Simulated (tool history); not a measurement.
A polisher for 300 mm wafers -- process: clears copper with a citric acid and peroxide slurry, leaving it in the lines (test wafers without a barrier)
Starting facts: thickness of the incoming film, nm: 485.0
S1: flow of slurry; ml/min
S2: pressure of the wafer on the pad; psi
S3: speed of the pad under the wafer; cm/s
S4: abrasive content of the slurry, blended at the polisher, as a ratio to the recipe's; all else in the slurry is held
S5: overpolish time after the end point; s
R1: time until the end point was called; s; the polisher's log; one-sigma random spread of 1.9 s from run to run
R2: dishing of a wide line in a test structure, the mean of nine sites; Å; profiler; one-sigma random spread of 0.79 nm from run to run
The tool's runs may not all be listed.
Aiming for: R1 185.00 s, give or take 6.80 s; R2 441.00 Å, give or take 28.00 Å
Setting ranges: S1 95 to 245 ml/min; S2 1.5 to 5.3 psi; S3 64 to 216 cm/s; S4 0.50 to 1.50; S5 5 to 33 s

run 1 hour=0.0 | S1=155 S2=3.4 S3=140 S4=1.00 S5=17 | R1=120.81 R2=418.43
run 2 hour=2.2 | S1=150 S2=3.2 S3=140 S4=1.00 S5=18 | R1=130.02 R2=412.09
run 3 hour=7.0 | S1=145 S2=3.0 S3=140 S4=1.00 S5=19 | R1=135.32 R2=419.48
run 4 hour=16.0 | S1=145 S2=3.0 S3=112 S4=1.00 S5=19 | R1=158.35 R2=367.60
run 5 hour=23.7 | S1=145 S2=2.9 S3=112 S4=1.00 S5=20 | R1=164.32 R2=371.69
run 6 hour=25.4 | S1=145 S2=3.7 S3=112 S4=1.00 S5=20 | R1=133.10 R2=445.57
run 7 hour=33.0 | S1=145 S2=3.5 S3=112 S4=1.00 S5=21 | R1=138.24 R2=447.26
run 8 hour=33.8 | S1=145 S2=3.3 S3=112 S4=1.00 S5=22 | R1=146.68 R2=447.50
run 9 hour=37.2 | S1=145 S2=3.2 S3=112 S4=1.00 S5=23 | R1=153.04 R2=444.88
run 10 hour=42.6 | S1=145 S2=3.2 S3=112 S4=1.00 S5=23 | R1=151.63 R2=448.55
run 11 hour=44.8 | S1=145 S2=3.1 S3=112 S4=1.00 S5=24 | R1=157.57 R2=445.89

5 candidate next runs follow, results not yet known. Just one meets every target within its allowed miss. Identify it.
run A hour=47.0 | S1=155 S2=2.4 S3=140 S4=1.00 S5=31 | R1=? R2=?
run B hour=47.0 | S1=135 S2=3.1 S3=86 S4=1.05 S5=28 | R1=? R2=?
run C hour=47.0 | S1=140 S2=3.0 S3=102 S4=0.95 S5=32 | R1=? R2=?
run D hour=47.0 | S1=100 S2=2.7 S3=130 S4=1.15 S5=26 | R1=? R2=?
run E hour=47.0 | S1=115 S2=2.3 S3=126 S4=0.90 S5=29 | R1=? R2=?

move=A R1=165.36 R2=493.85
move=B R1=182.88 R2=431.91
move=C R1=173.23 R2=497.29
move=D R1=167.21 R2=433.07
move=E R1=202.99 R2=401.37
A: gains on the last run, yet a result remains outside its allowed miss
B: all results land within tolerance of their targets
C: gains on the last run, yet a result remains outside its allowed miss
D: gains on the last run, yet a result remains outside its allowed miss
E: the result that was furthest off in the last run now lies on the other side of its target
The right move is B.
